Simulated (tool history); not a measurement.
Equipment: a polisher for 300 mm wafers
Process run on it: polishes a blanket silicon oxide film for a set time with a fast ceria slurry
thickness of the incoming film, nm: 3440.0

| run | hour | flow of slurry (ml/min) | pressure of the wafer on the pad (kPa) | speed of the pad under the wafer (m/s) | polishing time (s) | film removed (nm) |
|---|---|---|---|---|---|---|
| 1 | 0 | 120 | 23.4 | 1.18 | 78 | 1822 |
| 2 | 3.7 | 120 | 23.4 | 1.18 | 78 | 1811.6 |
| 3 | 8.5 | 140 | 23.4 | 1.18 | 78 | 1874.3 |
| 4 | 10.7 | 140 | 23.4 | 1.18 | 82 | 1969.7 |
| 5 | 15.9 | 140 | 23.4 | 1.18 | 82 | 1976.5 |
| 6 | 22.9 | 140 | 23.4 | 1.18 | 82 | 1984.4 |
| 7 | 29.5 | 135 | 22.8 | 1.18 | 82 | 1892 |

Run 8 comes next. What will it give?
| 8 | 35.7 | 130 | 22.1 | 1.18 | 82 | ? |

Run 8 yielded film removed (nm) 1821.5.

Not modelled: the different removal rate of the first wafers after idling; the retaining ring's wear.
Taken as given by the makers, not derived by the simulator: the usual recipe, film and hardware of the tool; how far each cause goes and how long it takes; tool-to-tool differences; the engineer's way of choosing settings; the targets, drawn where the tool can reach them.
